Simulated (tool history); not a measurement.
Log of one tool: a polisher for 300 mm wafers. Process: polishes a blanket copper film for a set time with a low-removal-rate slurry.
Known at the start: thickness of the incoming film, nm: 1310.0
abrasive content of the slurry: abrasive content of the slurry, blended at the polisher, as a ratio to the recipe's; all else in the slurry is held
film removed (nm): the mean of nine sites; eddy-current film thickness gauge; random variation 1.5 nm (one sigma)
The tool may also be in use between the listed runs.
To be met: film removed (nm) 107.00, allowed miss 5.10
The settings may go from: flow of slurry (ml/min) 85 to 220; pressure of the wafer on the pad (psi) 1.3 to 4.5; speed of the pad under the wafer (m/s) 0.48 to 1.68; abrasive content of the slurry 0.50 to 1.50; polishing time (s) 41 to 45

| run | day | flow of slurry (ml/min) | pressure of the wafer on the pad (psi) | speed of the pad under the wafer (m/s) | abrasive content of the slurry | polishing time (s) | film removed (nm) |
|---|---|---|---|---|---|---|---|
| 1 | 0.000 | 140 | 2.9 | 1.08 | 1.00 | 45 | 162.78 |
| 2 | 0.200 | 170 | 2.9 | 1.08 | 1.00 | 45 | 169.03 |
| 3 | 0.571 | 170 | 2.6 | 1.08 | 1.00 | 45 | 152.10 |
| 4 | 0.800 | 170 | 2.6 | 1.08 | 1.15 | 45 | 153.67 |
| 5 | 1.054 | 170 | 2.4 | 1.08 | 1.15 | 45 | 145.59 |
| 6 | 1.292 | 170 | 2.2 | 1.08 | 1.15 | 45 | 133.63 |
| 7 | 1.617 | 170 | 2.1 | 1.08 | 1.15 | 45 | 123.45 |
| 8 | 1.725 | 165 | 2.0 | 1.08 | 1.15 | 45 | 119.88 |
| 9 | 1.754 | 160 | 1.9 | 1.08 | 1.15 | 45 | 112.51 |
| 10 | 1.775 | 155 | 1.9 | 1.08 | 1.15 | 45 | 113.07 |

4 next moves are on the table. One of them brings every result within its allowed miss. Which?
| A | 1.796 | 170 | 2.2 | 1.06 | 1.00 | 45 | ? |
| B | 1.796 | 150 | 2.0 | 1.00 | 1.20 | 44 | ? |
| C | 1.796 | 135 | 2.1 | 1.12 | 1.15 | 42 | ? |
| D | 1.796 | 170 | 1.9 | 1.14 | 1.15 | 45 | ? |

| move | film removed (nm) |
|---|---|
| A | 126.87 |
| B | 108.10 |
| C | 117.29 |
| D | 121.24 |
A: further off than the last run
B: meets every target
C: further off than the last run
D: further off than the last run
Move B is the one to make.
